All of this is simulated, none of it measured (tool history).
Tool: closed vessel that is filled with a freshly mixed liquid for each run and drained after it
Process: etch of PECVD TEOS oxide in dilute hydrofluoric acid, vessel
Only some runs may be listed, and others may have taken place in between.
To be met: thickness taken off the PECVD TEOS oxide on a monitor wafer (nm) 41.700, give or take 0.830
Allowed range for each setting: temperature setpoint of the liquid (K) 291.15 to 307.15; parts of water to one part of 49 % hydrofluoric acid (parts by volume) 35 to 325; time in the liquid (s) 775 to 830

run  hour  temperature setpoint of the liquid (K)  parts of water to one part of 49 % hydrofluoric acid (parts by volume)  time in the liquid (s)  thickness taken off the PECVD TEOS oxide on a monitor wafer (nm)
  1   0.0                                  299.15                                                                     180                     775                                                            53.286
  2   6.4                                  299.15                                                                     180                     775                                                            52.732
  3  14.9                                  296.65                                                                     180                     775                                                            48.567
  4  22.6                                  295.65                                                                     180                     775                                                            46.606
  5  24.7                                  295.65                                                                     180                     775                                                            46.964
  6  30.0                                  295.65                                                                     180                     775                                                            47.098
  7  37.1                                  294.65                                                                     180                     775                                                            45.180
  8  42.5                                  294.15                                                                     180                     775                                                            44.009
  9  49.7                                  293.65                                                                     180                     775                                                            43.379

Next run, 5 choices. One meets every target within its allowed miss, the rest don't. Which?
  A  56.9                                  291.15                                                                     165                     790                                                                 ?
  B  56.9                                  291.15                                                                     170                     775                                                                 ?
  C  56.9                                  295.15                                                                     185                     775                                                                 ?
  D  56.9                                  297.65                                                                     200                     780                                                                 ?
  E  56.9                                  291.65                                                                     170                     830                                                                 ?

move  thickness taken off the PECVD TEOS oxide on a monitor wafer (nm)
   A                                                            44.255
   B                                                            41.944
   C                                                            44.476
   D                                                            44.811
   E                                                            45.835
A: lands further from the targets than the last run did
B: hits every target within its allowed miss
C: lands further from the targets than the last run did
D: lands further from the targets than the last run did
E: lands further from the targets than the last run did
The right move is B.
